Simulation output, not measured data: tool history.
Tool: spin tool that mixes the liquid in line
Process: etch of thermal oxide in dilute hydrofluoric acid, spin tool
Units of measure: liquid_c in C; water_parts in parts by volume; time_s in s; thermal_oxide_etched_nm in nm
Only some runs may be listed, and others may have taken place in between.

{"run": 1, "day": 0.0, "liquid_c": 25.0, "water_parts": 280, "time_s": 45, "thermal_oxide_etched_nm": 0.66333}
{"run": 2, "day": 0.35, "liquid_c": 25.0, "water_parts": 315, "time_s": 45, "thermal_oxide_etched_nm": 0.55859}
{"run": 3, "day": 0.504, "liquid_c": 27.0, "water_parts": 275, "time_s": 45, "thermal_oxide_etched_nm": 0.73101}
{"run": 4, "day": 0.808, "liquid_c": 28.5, "water_parts": 255, "time_s": 45, "thermal_oxide_etched_nm": 0.86686}
{"run": 5, "day": 0.846, "liquid_c": 28.5, "water_parts": 255, "time_s": 45, "thermal_oxide_etched_nm": 0.81656}
{"run": 6, "day": 1.2, "liquid_c": 29.5, "water_parts": 235, "time_s": 45, "thermal_oxide_etched_nm": 0.95595}
{"run": 7, "day": 1.542, "liquid_c": 30.5, "water_parts": 225, "time_s": 45, "thermal_oxide_etched_nm": 1.0202}

Forecast run 8:
{"run": 8, "day": 1.671, "liquid_c": 31.0, "water_parts": 220, "time_s": 45, "thermal_oxide_etched_nm": "?"}

thermal_oxide_etched_nm: 1.08930 nm
